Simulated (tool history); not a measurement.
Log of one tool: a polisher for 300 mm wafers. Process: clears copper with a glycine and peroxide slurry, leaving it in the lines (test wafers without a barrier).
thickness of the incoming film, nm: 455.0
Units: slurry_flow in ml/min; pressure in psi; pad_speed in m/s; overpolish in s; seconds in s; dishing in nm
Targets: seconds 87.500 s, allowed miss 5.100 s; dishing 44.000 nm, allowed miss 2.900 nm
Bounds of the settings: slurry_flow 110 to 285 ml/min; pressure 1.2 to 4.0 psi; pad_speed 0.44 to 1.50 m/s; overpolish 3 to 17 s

Run 1, day 0.000: slurry_flow 180 ml/min, pressure 2.6 psi, pad_speed 0.96 m/s, overpolish 9 s. Result: seconds 101.300 s, dishing 26.582 nm.
Run 2, day 0.121: slurry_flow 180 ml/min, pressure 2.7 psi, pad_speed 0.96 m/s, overpolish 10 s. Result: seconds 99.329 s, dishing 29.082 nm.
Run 3, day 0.167: slurry_flow 215 ml/min, pressure 2.7 psi, pad_speed 0.96 m/s, overpolish 10 s. Result: seconds 97.252 s, dishing 29.394 nm.
Run 4, day 0.479: slurry_flow 215 ml/min, pressure 2.8 psi, pad_speed 0.96 m/s, overpolish 11 s. Result: seconds 92.599 s, dishing 32.928 nm.
Run 5, day 0.733: slurry_flow 215 ml/min, pressure 2.8 psi, pad_speed 0.96 m/s, overpolish 14 s. Result: seconds 95.472 s, dishing 41.324 nm.
Run 6, day 0.825: slurry_flow 215 ml/min, pressure 2.8 psi, pad_speed 0.84 m/s, overpolish 14 s. Result: seconds 99.901 s, dishing 37.758 nm.
Run 7, day 0.850: slurry_flow 215 ml/min, pressure 2.9 psi, pad_speed 0.84 m/s, overpolish 14 s. Result: seconds 100.570 s, dishing 40.829 nm.
Run 8, day 0.983: slurry_flow 215 ml/min, pressure 3.0 psi, pad_speed 0.84 m/s, overpolish 14 s. Result: seconds 94.062 s, dishing 40.876 nm.
Run 9, day 1.321: slurry_flow 215 ml/min, pressure 3.1 psi, pad_speed 0.84 m/s, overpolish 14 s. Result: seconds 92.979 s, dishing 41.474 nm.

4 next moves are on the table. One of them brings every result within its allowed miss. Which?
Run A, day 1.658: slurry_flow 210 ml/min, pressure 3.3 psi, pad_speed 0.86 m/s, overpolish 12 s. Result: seconds ?, dishing ?.
Run B, day 1.658: slurry_flow 225 ml/min, pressure 3.0 psi, pad_speed 0.78 m/s, overpolish 14 s. Result: seconds ?, dishing ?.
Run C, day 1.658: slurry_flow 160 ml/min, pressure 2.7 psi, pad_speed 1.26 m/s, overpolish 14 s. Result: seconds ?, dishing ?.
Run D, day 1.658: slurry_flow 205 ml/min, pressure 3.4 psi, pad_speed 0.68 m/s, overpolish 15 s. Result: seconds ?, dishing ?.

move  seconds  dishing
   A   88.839   37.840
   B  100.070   38.976
   C   88.439   42.910
   D   97.766   42.447
A: brings the result that was furthest off to its target, and leaves another outside
B: further off than the last run
C: meets every target
D: further off than the last run
Answer: C

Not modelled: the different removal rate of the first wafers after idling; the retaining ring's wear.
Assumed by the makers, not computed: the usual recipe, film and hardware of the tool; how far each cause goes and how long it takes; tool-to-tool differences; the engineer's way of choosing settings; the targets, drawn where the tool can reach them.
